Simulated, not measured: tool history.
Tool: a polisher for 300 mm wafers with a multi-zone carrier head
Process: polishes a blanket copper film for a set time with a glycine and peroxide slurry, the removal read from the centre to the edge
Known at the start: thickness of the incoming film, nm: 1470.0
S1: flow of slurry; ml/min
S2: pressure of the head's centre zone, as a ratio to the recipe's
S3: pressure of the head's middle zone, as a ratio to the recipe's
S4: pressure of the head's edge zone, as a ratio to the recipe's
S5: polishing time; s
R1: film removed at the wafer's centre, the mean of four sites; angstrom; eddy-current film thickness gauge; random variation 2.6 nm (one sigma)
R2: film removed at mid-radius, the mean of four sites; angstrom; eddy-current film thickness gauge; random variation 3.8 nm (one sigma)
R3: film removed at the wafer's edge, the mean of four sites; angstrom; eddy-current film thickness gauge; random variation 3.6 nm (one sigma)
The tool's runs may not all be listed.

run  hour   S1    S2    S3    S4  S5      R1      R2      R3
  1   0.0  195  1.00  1.00  1.00  61  4616.8  4429.6  4493.0
  2   0.6  180  0.95  0.98  0.99  57  4030.1  3946.4  4178.9
  3   3.9  180  0.95  0.98  1.07  57  4094.8  3869.9  4328.4
  4  11.5  180  0.95  0.94  1.07  57  4009.9  3886.2  4356.2
  5  12.3  205  0.95  0.94  1.07  57  4116.4  3926.2  4458.2
  6  20.0  205  0.95  0.94  0.99  57  4136.6  3941.5  4206.3
  7  22.2  185  0.91  0.97  0.98  54  3730.3  3731.3  3917.2
  8  29.5  170  0.88  0.99  0.99  52  3411.7  3545.5  3655.1
  9  36.3  155  0.86  1.00  1.01  51  3226.4  3509.6  3696.9

Run 10 comes next. What will it give?
 10  44.6  150  0.85  0.99  1.00  50   ?   ?   ?

Run 10 gave R1 3098.3 angstrom, R2 3408.7 angstrom, R3 3558.0 angstrom.
